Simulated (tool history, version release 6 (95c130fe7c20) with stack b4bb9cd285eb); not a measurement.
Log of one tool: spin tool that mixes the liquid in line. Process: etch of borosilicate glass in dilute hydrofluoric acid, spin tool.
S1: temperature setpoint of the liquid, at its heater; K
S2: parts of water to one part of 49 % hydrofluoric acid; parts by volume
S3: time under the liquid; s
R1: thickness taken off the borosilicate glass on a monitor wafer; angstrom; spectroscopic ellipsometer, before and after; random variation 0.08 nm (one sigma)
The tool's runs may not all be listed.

run 1 day=0.000 | S1=298.15 S2=155 S3=80 | R1=252.30
run 2 day=0.308 | S1=300.65 S2=155 S3=80 | R1=277.51
run 3 day=0.450 | S1=298.65 S2=165 S3=80 | R1=238.30
run 4 day=0.654 | S1=298.65 S2=220 S3=80 | R1=169.72
run 5 day=0.842 | S1=298.65 S2=185 S3=80 | R1=211.12
-- day=0.950 hydrofluoric acid flow meter replaced
run 6 day=0.950 | S1=296.65 S2=190 S3=80 | R1=210.30
run 7 day=1.233 | S1=296.65 S2=205 S3=80 | R1=190.88
run 8 day=1.358 | S1=296.65 S2=220 S3=80 | R1=174.71
run 9 day=1.496 | S1=296.65 S2=230 S3=80 | R1=165.77
run 10 day=1.850 | S1=296.65 S2=240 S3=80 | R1=156.81

Forecast run 11:
run 11 day=2.042 | S1=292.65 S2=240 S3=80 | R1=?

{"run 11": {"R1": 137.54}}

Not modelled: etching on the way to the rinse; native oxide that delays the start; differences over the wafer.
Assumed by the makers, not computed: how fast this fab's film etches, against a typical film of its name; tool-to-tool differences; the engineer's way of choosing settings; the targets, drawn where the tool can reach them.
